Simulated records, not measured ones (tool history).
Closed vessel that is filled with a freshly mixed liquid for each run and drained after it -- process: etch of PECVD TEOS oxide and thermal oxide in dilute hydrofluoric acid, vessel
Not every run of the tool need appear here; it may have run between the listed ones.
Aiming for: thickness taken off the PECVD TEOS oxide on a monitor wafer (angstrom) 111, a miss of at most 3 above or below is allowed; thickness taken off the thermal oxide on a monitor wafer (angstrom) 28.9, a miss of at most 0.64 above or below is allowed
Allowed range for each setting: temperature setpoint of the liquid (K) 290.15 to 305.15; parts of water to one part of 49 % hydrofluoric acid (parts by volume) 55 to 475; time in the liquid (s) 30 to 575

run	hour	temperature setpoint of the liquid (K)	parts of water to one part of 49 % hydrofluoric acid (parts by volume)	time in the liquid (s)	thickness taken off the PECVD TEOS oxide on a monitor wafer (angstrom)	thickness taken off the thermal oxide on a monitor wafer (angstrom)
1	0	297.15	265	295	165.25	43.309
2	7.8	295.65	270	295	153.19	40.068
3	15.3	294.65	275	295	144.98	38.103
4	15.9	294.65	275	205	100.74	26.402
5	23.3	294.65	240	205	118.94	30.964
6	30.9	291.15	240	205	104.19	27.243
7	39.1	291.15	240	205	103.61	26.892
8	44	291.65	240	205	105.77	27.819
9	47.9	292.15	240	205	109.07	28.182

Which single option among these 4 for the next run brings every result within its allowed miss of target? Just one does.
A	51.8	294.65	320	260	?	?
B	51.8	291.15	290	265	?	?
C	51.8	293.15	235	195	?	?
D	51.8	290.65	275	245	?	?

move	thickness taken off the PECVD TEOS oxide on a monitor wafer (angstrom)	thickness taken off the thermal oxide on a monitor wafer (angstrom)
A	104.63	27.195
B	106.33	27.639
C	109.42	28.442
D	103.05	26.785
A: misses by more than the last run did
B: misses by more than the last run did
C: in spec on every target
D: misses by more than the last run did
Correct choice: C, which meets every target
